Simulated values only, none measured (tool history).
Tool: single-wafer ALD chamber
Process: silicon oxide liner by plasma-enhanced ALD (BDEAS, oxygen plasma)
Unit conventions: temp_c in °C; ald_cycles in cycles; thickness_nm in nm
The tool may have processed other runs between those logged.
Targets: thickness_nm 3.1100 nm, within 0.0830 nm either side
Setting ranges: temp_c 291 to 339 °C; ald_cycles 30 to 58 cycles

run 1 hour=0.0 | temp_c=315 ald_cycles=44 | thickness_nm=3.6901
run 2 hour=3.9 | temp_c=315 ald_cycles=48 | thickness_nm=4.0374
run 3 hour=8.4 | temp_c=315 ald_cycles=54 | thickness_nm=4.5175
run 4 hour=13.7 | temp_c=311 ald_cycles=54 | thickness_nm=4.5471
run 5 hour=14.3 | temp_c=312 ald_cycles=50 | thickness_nm=4.1940
run 6 hour=15.9 | temp_c=312 ald_cycles=47 | thickness_nm=3.9517
run 7 hour=24.7 | temp_c=312 ald_cycles=44 | thickness_nm=3.7077
run 8 hour=27.1 | temp_c=312 ald_cycles=42 | thickness_nm=3.5497
run 9 hour=29.4 | temp_c=312 ald_cycles=41 | thickness_nm=3.4731
run 10 hour=32.7 | temp_c=312 ald_cycles=41 | thickness_nm=3.4695
run 11 hour=39.4 | temp_c=312 ald_cycles=40 | thickness_nm=3.3754
run 12 hour=47.7 | temp_c=312 ald_cycles=39 | thickness_nm=3.2727
run 13 hour=48.6 | temp_c=312 ald_cycles=38 | thickness_nm=3.2003
run 14 hour=54.0 | temp_c=312 ald_cycles=38 | thickness_nm=3.2026

5 next moves are on the table. One of them brings every result within its allowed miss. Which?
run A hour=59.4 | temp_c=315 ald_cycles=37 | thickness_nm=?
run B hour=59.4 | temp_c=300 ald_cycles=39 | thickness_nm=?
run C hour=59.4 | temp_c=313 ald_cycles=40 | thickness_nm=?
run D hour=59.4 | temp_c=310 ald_cycles=39 | thickness_nm=?
run E hour=59.4 | temp_c=306 ald_cycles=39 | thickness_nm=?

move=A thickness_nm=3.1050
move=B thickness_nm=3.3686
move=C thickness_nm=3.3677
move=D thickness_nm=3.2995
move=E thickness_nm=3.3208
A: in spec on every target
B: further off than the last run
C: further off than the last run
D: further off than the last run
E: further off than the last run
A meets every target.
